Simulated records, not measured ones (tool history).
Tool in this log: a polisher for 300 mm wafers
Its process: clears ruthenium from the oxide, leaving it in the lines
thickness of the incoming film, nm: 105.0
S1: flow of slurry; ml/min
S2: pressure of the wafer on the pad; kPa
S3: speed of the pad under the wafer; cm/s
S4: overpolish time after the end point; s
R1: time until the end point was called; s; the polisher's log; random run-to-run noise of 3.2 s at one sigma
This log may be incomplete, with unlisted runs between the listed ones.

{"run": 1, "day": 0.0, "S1": 260, "S2": 12.4, "S3": 112, "S4": 4, "R1": 90.791}
{"run": 2, "day": 0.096, "S1": 225, "S2": 12.4, "S3": 112, "S4": 4, "R1": 92.503}
{"run": 3, "day": 0.246, "S1": 225, "S2": 11.7, "S3": 110, "S4": 4, "R1": 97.085}
{"run": 4, "day": 0.308, "S1": 225, "S2": 11.7, "S3": 110, "S4": 4, "R1": 98.443}
{"run": 5, "day": 0.546, "S1": 225, "S2": 11.7, "S3": 110, "S4": 4, "R1": 97.698}
{"run": 6, "day": 0.721, "S1": 225, "S2": 11, "S3": 108, "S4": 4, "R1": 105.45}
{"run": 7, "day": 0.771, "S1": 225, "S2": 10.3, "S3": 108, "S4": 4, "R1": 113.07}

Run 8 comes next. What will it give?
{"run": 8, "day": 0.967, "S1": 225, "S2": 9.7, "S3": 108, "S4": 4, "R1": "?"}

Logged for run 8: R1 121.05 s.
